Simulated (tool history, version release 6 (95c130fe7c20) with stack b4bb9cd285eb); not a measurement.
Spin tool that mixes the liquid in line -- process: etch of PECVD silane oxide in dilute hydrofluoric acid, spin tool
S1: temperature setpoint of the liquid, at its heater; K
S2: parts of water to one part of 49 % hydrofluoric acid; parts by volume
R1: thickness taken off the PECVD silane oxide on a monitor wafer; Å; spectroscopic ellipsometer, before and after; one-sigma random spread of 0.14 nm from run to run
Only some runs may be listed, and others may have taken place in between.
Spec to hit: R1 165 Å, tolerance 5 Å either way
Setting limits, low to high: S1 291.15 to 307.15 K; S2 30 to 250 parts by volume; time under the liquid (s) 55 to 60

Run 1, hour 0: S1 299.15 K, S2 140 parts by volume, time under the liquid (s) 55. Result: R1 201.79 Å.
Run 2, hour 4.7: S1 297.65 K, S2 140 parts by volume, time under the liquid (s) 55. Result: R1 187.53 Å.
Run 3, hour 8.9: S1 300.65 K, S2 140 parts by volume, time under the liquid (s) 55. Result: R1 209.94 Å.
Run 4, hour 17.3: S1 298.65 K, S2 140 parts by volume, time under the liquid (s) 55. Result: R1 193.92 Å.
At hour 23.8: thermometer replaced.
Run 5, hour 23.8: S1 297.65 K, S2 140 parts by volume, time under the liquid (s) 55. Result: R1 201.37 Å.
Run 6, hour 28: S1 297.65 K, S2 140 parts by volume, time under the liquid (s) 60. Result: R1 222.88 Å.
Run 7, hour 36.3: S1 295.65 K, S2 145 parts by volume, time under the liquid (s) 60. Result: R1 195.81 Å.
Run 8, hour 38.4: S1 294.15 K, S2 145 parts by volume, time under the liquid (s) 60. Result: R1 184.28 Å.
Run 9, hour 41.8: S1 293.15 K, S2 145 parts by volume, time under the liquid (s) 60. Result: R1 178.37 Å.
Run 10, hour 48.7: S1 292.65 K, S2 145 parts by volume, time under the liquid (s) 60. Result: R1 175.28 Å.
Run 11, hour 51: S1 292.15 K, S2 145 parts by volume, time under the liquid (s) 60. Result: R1 172.54 Å.

Next run, 5 choices. One meets every target within its allowed miss, the rest don't. Which?
Run A, hour 53.3: S1 291.15 K, S2 130 parts by volume, time under the liquid (s) 60. Result: R1 ?.
Run B, hour 53.3: S1 293.65 K, S2 140 parts by volume, time under the liquid (s) 55. Result: R1 ?.
Run C, hour 53.3: S1 291.65 K, S2 125 parts by volume, time under the liquid (s) 55. Result: R1 ?.
Run D, hour 53.3: S1 293.15 K, S2 145 parts by volume, time under the liquid (s) 60. Result: R1 ?.
Run E, hour 53.3: S1 292.15 K, S2 150 parts by volume, time under the liquid (s) 60. Result: R1 ?.

move      R1
   A   190.4
   B  177.46
   C  186.23
   D  182.26
   E  168.39
A: lands further from the targets than the last run did
B: lands further from the targets than the last run did
C: lands further from the targets than the last run did
D: lands further from the targets than the last run did
E: every result lands within tolerance
Answer: E
